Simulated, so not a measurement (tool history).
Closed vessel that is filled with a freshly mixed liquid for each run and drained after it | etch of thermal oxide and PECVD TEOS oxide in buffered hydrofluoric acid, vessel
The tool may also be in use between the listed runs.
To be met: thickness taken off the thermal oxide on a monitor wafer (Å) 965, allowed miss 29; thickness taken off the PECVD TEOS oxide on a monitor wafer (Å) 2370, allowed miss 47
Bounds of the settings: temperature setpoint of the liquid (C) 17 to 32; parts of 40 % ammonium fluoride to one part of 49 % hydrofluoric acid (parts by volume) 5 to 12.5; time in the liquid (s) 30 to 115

run  hour  temperature setpoint of the liquid (C)  parts of 40 % ammonium fluoride to one part of 49 % hydrofluoric acid (parts by volume)  time in the liquid (s)  thickness taken off the thermal oxide on a monitor wafer (Å)  thickness taken off the PECVD TEOS oxide on a monitor wafer (Å)
  1     0                                      24                                                                                      7.5                      60                                                        857.81                                                           2097.7
  2   3.3                                    27.5                                                                                      7.5                      60                                                        1028.3                                                           2523.8
  3  10.3                                    27.5                                                                                      7.5                      45                                                        774.68                                                           1916.1
  4  14.5                                    28.5                                                                                      7.5                      45                                                        809.52                                                           2005.6
  5  23.3                                      26                                                                                      7.5                      45                                                        714.43                                                           1760.5
  6  25.8                                    27.5                                                                                      7.5                      45                                                        775.74                                                           1894.1
  7  32.7                                    28.5                                                                                      7.5                      45                                                        814.43                                                           2019.8
  8  37.5                                    28.5                                                                                      7.5                      45                                                        817.82                                                           2001.5
  9  43.7                                    29.5                                                                                      7.5                      45                                                        865.32                                                           2144.5

Which of these 4 next moves meets every target?
  A  49.9                                      20                                                                                        7                      65                                                             ?                                                                ?
  B  49.9                                      26                                                                                      8.5                      55                                                             ?                                                                ?
  C  49.9                                    27.5                                                                                        7                      40                                                             ?                                                                ?
  D  49.9                                      30                                                                                        9                      60                                                             ?                                                                ?

move  thickness taken off the thermal oxide on a monitor wafer (Å)  thickness taken off the PECVD TEOS oxide on a monitor wafer (Å)
   A                                                        803.18                                                           1991.6
   B                                                        765.53                                                           1898.2
   C                                                        744.09                                                             1845
   D                                                         970.6                                                           2406.7
A: further off than the last run
B: further off than the last run
C: further off than the last run
D: meets every target
The right move is D.

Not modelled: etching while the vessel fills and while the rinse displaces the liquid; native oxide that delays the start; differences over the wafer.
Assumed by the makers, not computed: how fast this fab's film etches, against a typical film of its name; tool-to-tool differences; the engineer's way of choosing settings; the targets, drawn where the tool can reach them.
